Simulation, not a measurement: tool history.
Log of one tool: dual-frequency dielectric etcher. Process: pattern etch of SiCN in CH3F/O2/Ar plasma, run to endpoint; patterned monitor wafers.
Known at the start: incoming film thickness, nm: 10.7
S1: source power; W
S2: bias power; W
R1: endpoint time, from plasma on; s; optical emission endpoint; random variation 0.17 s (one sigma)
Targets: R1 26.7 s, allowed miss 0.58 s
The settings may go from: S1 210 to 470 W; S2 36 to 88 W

run 1 hour=0 | S1=340 S2=62 | R1=29.601
run 2 hour=2.2 | S1=360 S2=63 | R1=28.686
run 3 hour=4.2 | S1=360 S2=68 | R1=27.982
run 4 hour=7.9 | S1=370 S2=68 | R1=27.721
-- hour=14.6 wet clean of the chamber
run 5 hour=14.6 | S1=330 S2=68 | R1=30.176
run 6 hour=19.8 | S1=290 S2=68 | R1=31.046
run 7 hour=21.9 | S1=320 S2=69 | R1=30.006
run 8 hour=22.8 | S1=340 S2=70 | R1=29.192

Which of these 5 next moves meets every target?
run A hour=23.7 | S1=290 S2=56 | R1=?
run B hour=23.7 | S1=280 S2=77 | R1=?
run C hour=23.7 | S1=300 S2=65 | R1=?
run D hour=23.7 | S1=320 S2=69 | R1=?
run E hour=23.7 | S1=420 S2=74 | R1=?

move=A R1=34.058
move=B R1=30.436
move=C R1=31.808
move=D R1=30.427
move=E R1=27.037
A: further off than the last run
B: further off than the last run
C: further off than the last run
D: further off than the last run
E: meets every target
Answer: E
